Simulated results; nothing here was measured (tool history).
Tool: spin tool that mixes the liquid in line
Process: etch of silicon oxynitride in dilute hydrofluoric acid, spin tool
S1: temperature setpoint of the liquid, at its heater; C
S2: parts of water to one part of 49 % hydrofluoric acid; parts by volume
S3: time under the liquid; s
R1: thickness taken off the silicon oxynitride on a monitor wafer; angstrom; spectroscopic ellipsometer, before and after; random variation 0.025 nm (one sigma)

run 1 hour=0 | S1=25 S2=55 S3=135 | R1=96.246
run 2 hour=4 | S1=25 S2=55 S3=145 | R1=103.03
run 3 hour=11.7 | S1=25 S2=55 S3=145 | R1=103.49
run 4 hour=15.1 | S1=25 S2=55 S3=135 | R1=96.145
run 5 hour=19.6 | S1=28 S2=55 S3=135 | R1=111.04
run 6 hour=27.5 | S1=28 S2=35 S3=135 | R1=177.84
run 7 hour=32.3 | S1=24 S2=50 S3=135 | R1=100.94
run 8 hour=32.9 | S1=23 S2=50 S3=135 | R1=97.08
run 9 hour=41.8 | S1=22 S2=50 S3=135 | R1=91.71

Forecast run 10:
run 10 hour=44.3 | S1=18 S2=50 S3=135 | R1=?

Run 10 gave R1 74.978 angstrom.
